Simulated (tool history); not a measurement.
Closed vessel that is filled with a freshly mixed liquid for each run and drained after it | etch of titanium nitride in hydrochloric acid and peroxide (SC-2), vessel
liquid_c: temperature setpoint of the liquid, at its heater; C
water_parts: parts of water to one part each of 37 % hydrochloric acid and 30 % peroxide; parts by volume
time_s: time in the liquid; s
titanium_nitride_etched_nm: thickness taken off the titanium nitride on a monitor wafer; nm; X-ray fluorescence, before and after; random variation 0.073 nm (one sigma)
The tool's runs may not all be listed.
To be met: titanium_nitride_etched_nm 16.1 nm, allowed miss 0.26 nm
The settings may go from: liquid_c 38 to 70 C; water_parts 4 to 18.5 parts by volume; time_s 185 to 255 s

run    day  liquid_c  water_parts  time_s  titanium_nitride_etched_nm
  1      0        54         10.5     255                      7.5422
  2  0.304        54         10.5     255                      7.6177
  3  0.379        54         10.5     185                      5.5319
  4  0.683        58         10.5     185                      7.1395
  5  0.996        55         10.5     185                      5.8605
  6  1.354        55         10.5     255                      8.0375
  7  1.483        55         10.5     255                      8.1394
  8  1.775        58         10.5     255                      9.8697
  9  2.125      59.5         10.5     255                      10.774
 10  2.217        61         10.5     255                      11.777
 11  2.367        62         10.5     255                      12.517
 12  2.442        62         10.5     255                      12.526
 13  2.592        63         10.5     255                      13.443
 14  2.988      63.5         10.5     255                      13.879
 15  3.288        64         10.5     255                      14.194
 16  3.621        64         10.5     255                      14.306
 17  3.725      64.5         10.5     255                      14.791
 18   3.95      64.5         10.5     255                      14.752
 19  4.021        65         10.5     255                      15.025

4 next moves are on the table. One of them brings every result within its allowed miss. Which?
  A  4.092      69.5           10     205                           ?
  B  4.092        69           11     220                           ?
  C  4.092        70            9     185                           ?
  D  4.092      64.5          7.5     220                           ?

move  titanium_nitride_etched_nm
   A                      16.689
   B                      16.048
   C                      16.923
   D                      16.744
A: takes the result that was furthest off past its target
B: meets every target
C: takes the result that was furthest off past its target
D: takes the result that was furthest off past its target
Move B is the one to make.

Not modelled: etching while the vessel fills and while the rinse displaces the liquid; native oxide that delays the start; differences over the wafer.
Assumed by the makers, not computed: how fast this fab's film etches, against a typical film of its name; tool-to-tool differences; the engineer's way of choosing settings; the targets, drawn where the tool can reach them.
